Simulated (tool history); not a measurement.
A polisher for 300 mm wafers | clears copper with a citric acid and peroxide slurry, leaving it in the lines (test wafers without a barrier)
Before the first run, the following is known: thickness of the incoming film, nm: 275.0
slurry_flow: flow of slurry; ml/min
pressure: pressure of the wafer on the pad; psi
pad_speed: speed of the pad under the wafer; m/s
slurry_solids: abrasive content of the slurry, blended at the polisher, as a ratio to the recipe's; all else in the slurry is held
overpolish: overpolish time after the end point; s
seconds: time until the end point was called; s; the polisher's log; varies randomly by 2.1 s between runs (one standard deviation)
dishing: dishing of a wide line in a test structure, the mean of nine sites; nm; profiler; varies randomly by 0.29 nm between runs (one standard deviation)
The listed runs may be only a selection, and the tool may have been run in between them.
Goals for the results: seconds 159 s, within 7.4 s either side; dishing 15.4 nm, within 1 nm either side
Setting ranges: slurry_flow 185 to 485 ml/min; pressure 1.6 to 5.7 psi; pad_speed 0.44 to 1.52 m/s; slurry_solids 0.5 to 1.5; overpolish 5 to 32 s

Run 1, hour 0: slurry_flow 310 ml/min, pressure 3.6 psi, pad_speed 0.98 m/s, slurry_solids 1, overpolish 16 s. Result: seconds 107.65 s, dishing 31.72 nm.
Run 2, hour 6: slurry_flow 310 ml/min, pressure 4.1 psi, pad_speed 0.98 m/s, slurry_solids 1, overpolish 16 s. Result: seconds 95.207 s, dishing 35.198 nm.
Run 3, hour 8.2: slurry_flow 310 ml/min, pressure 4.1 psi, pad_speed 0.8 m/s, slurry_solids 1, overpolish 16 s. Result: seconds 113.3 s, dishing 30.682 nm.
Run 4, hour 16.5: slurry_flow 310 ml/min, pressure 4 psi, pad_speed 0.8 m/s, slurry_solids 1, overpolish 15 s. Result: seconds 114.9 s, dishing 27.026 nm.
Run 5, hour 22.1: slurry_flow 310 ml/min, pressure 3.9 psi, pad_speed 0.8 m/s, slurry_solids 1, overpolish 15 s. Result: seconds 117.74 s, dishing 26.81 nm.
Run 6, hour 26.6: slurry_flow 310 ml/min, pressure 3.8 psi, pad_speed 0.8 m/s, slurry_solids 1, overpolish 15 s. Result: seconds 119.8 s, dishing 26.596 nm.
Run 7, hour 35.2: slurry_flow 310 ml/min, pressure 3.7 psi, pad_speed 0.8 m/s, slurry_solids 1, overpolish 15 s. Result: seconds 125.13 s, dishing 25.897 nm.
Run 8, hour 42.4: slurry_flow 310 ml/min, pressure 3.6 psi, pad_speed 0.8 m/s, slurry_solids 1, overpolish 14 s. Result: seconds 130.75 s, dishing 23.74 nm.
Run 9, hour 51.1: slurry_flow 310 ml/min, pressure 3.5 psi, pad_speed 0.8 m/s, slurry_solids 1, overpolish 13 s. Result: seconds 132.03 s, dishing 20.816 nm.
Run 10, hour 58.9: slurry_flow 310 ml/min, pressure 2.6 psi, pad_speed 0.8 m/s, slurry_solids 1, overpolish 11 s. Result: seconds 178.87 s, dishing 13.385 nm.

Which single option among these 4 for the next run brings every result within its allowed miss of target? Just one does.
Run A, hour 66.7: slurry_flow 485 ml/min, pressure 3.3 psi, pad_speed 0.74 m/s, slurry_solids 0.7, overpolish 11 s. Result: seconds ?, dishing ?.
Run B, hour 66.7: slurry_flow 340 ml/min, pressure 3.4 psi, pad_speed 0.62 m/s, slurry_solids 0.85, overpolish 12 s. Result: seconds ?, dishing ?.
Run C, hour 66.7: slurry_flow 240 ml/min, pressure 2.7 psi, pad_speed 0.82 m/s, slurry_solids 0.9, overpolish 11 s. Result: seconds ?, dishing ?.
Run D, hour 66.7: slurry_flow 385 ml/min, pressure 2 psi, pad_speed 1.06 m/s, slurry_solids 1, overpolish 11 s. Result: seconds ?, dishing ?.

move  seconds  dishing
   A   154.14   15.436
   B   171.98   15.118
   C   170.68   13.951
   D   167.32   14.125
A: every result within its allowed miss
B: nearer the targets than the last run, but a result is still out of spec
C: nearer the targets than the last run, but a result is still out of spec
D: nearer the targets than the last run, but a result is still out of spec
Move A is the one to make.
